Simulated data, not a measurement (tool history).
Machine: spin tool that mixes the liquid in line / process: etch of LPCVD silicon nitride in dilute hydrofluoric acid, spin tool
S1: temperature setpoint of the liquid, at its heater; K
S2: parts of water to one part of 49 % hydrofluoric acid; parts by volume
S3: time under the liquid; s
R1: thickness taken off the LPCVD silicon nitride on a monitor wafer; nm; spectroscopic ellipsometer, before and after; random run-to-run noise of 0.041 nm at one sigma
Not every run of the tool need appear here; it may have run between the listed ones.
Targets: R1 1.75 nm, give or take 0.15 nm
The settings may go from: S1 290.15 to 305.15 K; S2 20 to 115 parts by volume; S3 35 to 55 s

{"run": 1, "hour": 0.0, "S1": 297.15, "S2": 65, "S3": 55, "R1": 0.40571}
{"run": 2, "hour": 1.4, "S1": 298.15, "S2": 60, "S3": 55, "R1": 0.44234}
{"run": 3, "hour": 7.5, "S1": 298.15, "S2": 80, "S3": 55, "R1": 0.35818}
{"run": 4, "hour": 8.4, "S1": 298.15, "S2": 60, "S3": 55, "R1": 0.45784}
{"run": 5, "hour": 16.0, "S1": 299.15, "S2": 55, "S3": 55, "R1": 0.52925}
{"run": 6, "hour": 24.4, "S1": 299.15, "S2": 40, "S3": 55, "R1": 0.76037}
{"run": 7, "hour": 31.3, "S1": 300.15, "S2": 35, "S3": 55, "R1": 0.8988}
{"run": 8, "hour": 33.5, "S1": 300.65, "S2": 35, "S3": 55, "R1": 0.93817}
{"run": 9, "hour": 40.6, "S1": 300.65, "S2": 35, "S3": 55, "R1": 0.90095}
{"run": 10, "hour": 46.3, "S1": 301.15, "S2": 35, "S3": 55, "R1": 0.98274}
{"run": 11, "hour": 48.6, "S1": 301.65, "S2": 35, "S3": 55, "R1": 0.9694}
{"run": 12, "hour": 56.6, "S1": 302.15, "S2": 35, "S3": 55, "R1": 1.0605}
{"run": 13, "hour": 61.5, "S1": 302.65, "S2": 35, "S3": 55, "R1": 1.1148}
{"run": 14, "hour": 66.7, "S1": 303.15, "S2": 35, "S3": 55, "R1": 1.1097}
{"run": 15, "hour": 71.0, "S1": 303.65, "S2": 35, "S3": 55, "R1": 1.1096}

Exactly one of the 5 candidate moves below puts every result within its allowed miss. Which one?
{"run": "A", "hour": 75.3, "S1": 305.15, "S2": 25, "S3": 55, "R1": "?"}
{"run": "B", "hour": 75.3, "S1": 305.15, "S2": 20, "S3": 55, "R1": "?"}
{"run": "C", "hour": 75.3, "S1": 304.65, "S2": 30, "S3": 55, "R1": "?"}
{"run": "D", "hour": 75.3, "S1": 304.65, "S2": 50, "S3": 35, "R1": "?"}
{"run": "E", "hour": 75.3, "S1": 305.15, "S2": 20, "S3": 50, "R1": "?"}

move=A R1=1.8021
move=B R1=2.2339
move=C R1=1.4613
move=D R1=0.56312
move=E R1=2.0308
A: each result inside its tolerance
B: the result that was furthest off in the last run now lies on the other side of its target
C: nearer than the last run, and not there yet
D: misses by more than the last run did
E: the result that was furthest off in the last run now lies on the other side of its target
Move A is the one to make.

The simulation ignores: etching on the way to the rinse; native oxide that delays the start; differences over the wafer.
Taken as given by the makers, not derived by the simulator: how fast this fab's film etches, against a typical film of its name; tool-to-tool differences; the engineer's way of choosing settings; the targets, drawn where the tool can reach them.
